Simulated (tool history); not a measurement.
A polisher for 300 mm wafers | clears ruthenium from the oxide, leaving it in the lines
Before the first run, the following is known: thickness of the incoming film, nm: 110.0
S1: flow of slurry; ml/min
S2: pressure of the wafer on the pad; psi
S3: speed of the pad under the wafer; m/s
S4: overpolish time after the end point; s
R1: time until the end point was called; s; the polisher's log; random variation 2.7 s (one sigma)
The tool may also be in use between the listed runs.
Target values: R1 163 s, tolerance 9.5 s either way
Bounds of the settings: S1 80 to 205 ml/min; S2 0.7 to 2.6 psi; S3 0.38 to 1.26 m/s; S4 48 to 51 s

| run | hour | S1 | S2 | S3 | S4 | R1 |
|---|---|---|---|---|---|---|
| 1 | 0 | 135 | 1.6 | 0.82 | 48 | 121.16 |
| 2 | 4.1 | 135 | 1.5 | 0.82 | 48 | 127.45 |
| 3 | 5.7 | 135 | 1.4 | 0.82 | 48 | 135.56 |
| 4 | 14.7 | 110 | 1.4 | 0.82 | 48 | 142.18 |
| 5 | 19.8 | 110 | 1.3 | 0.82 | 48 | 150.79 |
| 6 | 27.2 | 110 | 1.3 | 0.94 | 48 | 129.66 |
| 7 | 29.4 | 110 | 1.2 | 0.94 | 48 | 141.75 |
| 8 | 30.5 | 110 | 1.1 | 0.94 | 48 | 150.92 |

Which of these 4 next moves meets every target?
| A | 31.6 | 120 | 1 | 1.02 | 51 | ? |
| B | 31.6 | 125 | 1.1 | 1 | 48 | ? |
| C | 31.6 | 105 | 1 | 0.94 | 51 | ? |
| D | 31.6 | 125 | 0.8 | 1.24 | 51 | ? |

| move | R1 |
|---|---|
| A | 144.14 |
| B | 135.47 |
| C | 161.55 |
| D | 138.59 |
A: its largest miss is bigger than the last run's
B: its largest miss is bigger than the last run's
C: in spec on every target
D: its largest miss is bigger than the last run's
Correct choice: C, which meets every target
